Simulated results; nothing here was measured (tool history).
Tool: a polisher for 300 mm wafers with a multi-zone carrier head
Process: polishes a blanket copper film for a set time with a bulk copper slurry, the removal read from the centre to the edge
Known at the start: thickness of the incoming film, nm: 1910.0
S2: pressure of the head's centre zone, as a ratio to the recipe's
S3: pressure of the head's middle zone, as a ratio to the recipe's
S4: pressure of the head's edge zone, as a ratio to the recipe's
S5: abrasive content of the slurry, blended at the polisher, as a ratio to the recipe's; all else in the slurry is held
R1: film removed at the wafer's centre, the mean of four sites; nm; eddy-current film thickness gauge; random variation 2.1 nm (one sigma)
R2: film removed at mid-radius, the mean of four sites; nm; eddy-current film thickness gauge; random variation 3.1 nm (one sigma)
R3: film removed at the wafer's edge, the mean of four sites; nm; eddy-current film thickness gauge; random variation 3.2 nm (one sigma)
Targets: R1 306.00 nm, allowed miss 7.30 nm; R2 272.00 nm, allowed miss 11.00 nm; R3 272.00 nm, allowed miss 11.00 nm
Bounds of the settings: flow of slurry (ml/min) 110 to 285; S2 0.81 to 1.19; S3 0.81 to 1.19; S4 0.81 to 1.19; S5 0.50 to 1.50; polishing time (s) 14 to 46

{"run": 1, "hour": 0.0, "flow of slurry (ml/min)": 180, "S2": 1.0, "S3": 1.0, "S4": 1.0, "S5": 1.0, "polishing time (s)": 30, "R1": 328.02, "R2": 320.1, "R3": 324.84}
{"run": 2, "hour": 2.3, "flow of slurry (ml/min)": 180, "S2": 1.0, "S3": 1.0, "S4": 1.0, "S5": 0.9, "polishing time (s)": 30, "R1": 318.33, "R2": 315.91, "R3": 310.59}
{"run": 3, "hour": 8.5, "flow of slurry (ml/min)": 175, "S2": 1.0, "S3": 0.99, "S4": 0.99, "S5": 0.9, "polishing time (s)": 30, "R1": 316.52, "R2": 309.83, "R3": 311.2}
{"run": 4, "hour": 17.1, "flow of slurry (ml/min)": 175, "S2": 1.0, "S3": 0.99, "S4": 1.02, "S5": 0.9, "polishing time (s)": 30, "R1": 313.19, "R2": 309.27, "R3": 313.48}
{"run": 5, "hour": 23.8, "flow of slurry (ml/min)": 170, "S2": 1.01, "S3": 0.98, "S4": 1.01, "S5": 0.85, "polishing time (s)": 30, "R1": 307.53, "R2": 294.95, "R3": 305.07}
{"run": 6, "hour": 26.5, "flow of slurry (ml/min)": 170, "S2": 1.02, "S3": 0.98, "S4": 1.0, "S5": 0.85, "polishing time (s)": 30, "R1": 313.16, "R2": 296.9, "R3": 301.34}
{"run": 7, "hour": 33.7, "flow of slurry (ml/min)": 165, "S2": 1.02, "S3": 0.98, "S4": 0.99, "S5": 0.85, "polishing time (s)": 30, "R1": 317.61, "R2": 297.1, "R3": 300.49}
{"run": 8, "hour": 39.9, "flow of slurry (ml/min)": 160, "S2": 1.02, "S3": 0.98, "S4": 0.98, "S5": 0.85, "polishing time (s)": 30, "R1": 311.44, "R2": 303.18, "R3": 295.66}
{"run": 9, "hour": 46.9, "flow of slurry (ml/min)": 160, "S2": 1.02, "S3": 0.97, "S4": 0.98, "S5": 0.85, "polishing time (s)": 30, "R1": 311.07, "R2": 302.18, "R3": 300.63}
{"run": 10, "hour": 50.6, "flow of slurry (ml/min)": 160, "S2": 1.03, "S3": 0.97, "S4": 0.98, "S5": 0.8, "polishing time (s)": 30, "R1": 310.17, "R2": 293.44, "R3": 287.06}
{"run": 11, "hour": 52.8, "flow of slurry (ml/min)": 160, "S2": 1.03, "S3": 0.96, "S4": 0.98, "S5": 0.8, "polishing time (s)": 30, "R1": 309.44, "R2": 285.45, "R3": 297.49}
{"run": 12, "hour": 58.8, "flow of slurry (ml/min)": 160, "S2": 1.04, "S3": 0.96, "S4": 0.98, "S5": 0.8, "polishing time (s)": 30, "R1": 311.76, "R2": 284.58, "R3": 297.19}
{"hour": 66.2, "done": "worn pad replaced by a new one"}
{"run": 13, "hour": 66.2, "flow of slurry (ml/min)": 160, "S2": 1.04, "S3": 0.96, "S4": 0.97, "S5": 0.8, "polishing time (s)": 30, "R1": 347.26, "R2": 316.3, "R3": 332.04}
{"run": 14, "hour": 67.3, "flow of slurry (ml/min)": 155, "S2": 1.05, "S3": 0.96, "S4": 0.98, "S5": 0.8, "polishing time (s)": 30, "R1": 351.9, "R2": 319.25, "R3": 333.85}
{"run": 15, "hour": 68.0, "flow of slurry (ml/min)": 155, "S2": 1.04, "S3": 0.94, "S4": 0.88, "S5": 0.55, "polishing time (s)": 28, "R1": 281.42, "R2": 251.7, "R3": 250.04}
{"run": 16, "hour": 76.0, "flow of slurry (ml/min)": 160, "S2": 1.04, "S3": 0.94, "S4": 0.89, "S5": 0.55, "polishing time (s)": 28, "R1": 284.97, "R2": 257.84, "R3": 257.86}
{"run": 17, "hour": 83.3, "flow of slurry (ml/min)": 165, "S2": 1.04, "S3": 0.94, "S4": 0.89, "S5": 0.55, "polishing time (s)": 28, "R1": 284.66, "R2": 259.78, "R3": 261.52}
{"run": 18, "hour": 90.5, "flow of slurry (ml/min)": 170, "S2": 1.04, "S3": 0.94, "S4": 0.89, "S5": 0.55, "polishing time (s)": 28, "R1": 291.35, "R2": 267.68, "R3": 257.93}
{"run": 19, "hour": 96.5, "flow of slurry (ml/min)": 170, "S2": 1.04, "S3": 0.94, "S4": 0.89, "S5": 0.55, "polishing time (s)": 28, "R1": 291.95, "R2": 262.99, "R3": 258.15}
{"run": 20, "hour": 102.5, "flow of slurry (ml/min)": 170, "S2": 1.04, "S3": 0.94, "S4": 0.9, "S5": 0.55, "polishing time (s)": 28, "R1": 289.22, "R2": 258.68, "R3": 261.09}
{"run": 21, "hour": 103.5, "flow of slurry (ml/min)": 170, "S2": 1.04, "S3": 0.94, "S4": 0.9, "S5": 0.55, "polishing time (s)": 28, "R1": 291.55, "R2": 261.99, "R3": 264.55}

Which of these 4 next moves meets every target?
{"run": "A", "hour": 104.5, "flow of slurry (ml/min)": 115, "S2": 1.07, "S3": 0.94, "S4": 0.88, "S5": 0.7, "polishing time (s)": 28, "R1": "?", "R2": "?", "R3": "?"}
{"run": "B", "hour": 104.5, "flow of slurry (ml/min)": 235, "S2": 0.91, "S3": 0.96, "S4": 0.97, "S5": 0.5, "polishing time (s)": 32, "R1": "?", "R2": "?", "R3": "?"}
{"run": "C", "hour": 104.5, "flow of slurry (ml/min)": 155, "S2": 1.04, "S3": 1.01, "S4": 0.87, "S5": 0.55, "polishing time (s)": 30, "R1": "?", "R2": "?", "R3": "?"}
{"run": "D", "hour": 104.5, "flow of slurry (ml/min)": 185, "S2": 1.09, "S3": 0.97, "S4": 0.81, "S5": 0.6, "polishing time (s)": 27, "R1": "?", "R2": "?", "R3": "?"}

move=A R1=304.89 R2=268.96 R3=272.11
move=B R1=291.39 R2=304.16 R3=305.76
move=C R1=306.48 R2=293.52 R3=274.17
move=D R1=307.72 R2=270.85 R3=253.05
A: meets every target
B: further off than the last run
C: brings the result that was furthest off to its target, and leaves another outside
D: brings the result that was furthest off to its target, and leaves another outside
Answer: A

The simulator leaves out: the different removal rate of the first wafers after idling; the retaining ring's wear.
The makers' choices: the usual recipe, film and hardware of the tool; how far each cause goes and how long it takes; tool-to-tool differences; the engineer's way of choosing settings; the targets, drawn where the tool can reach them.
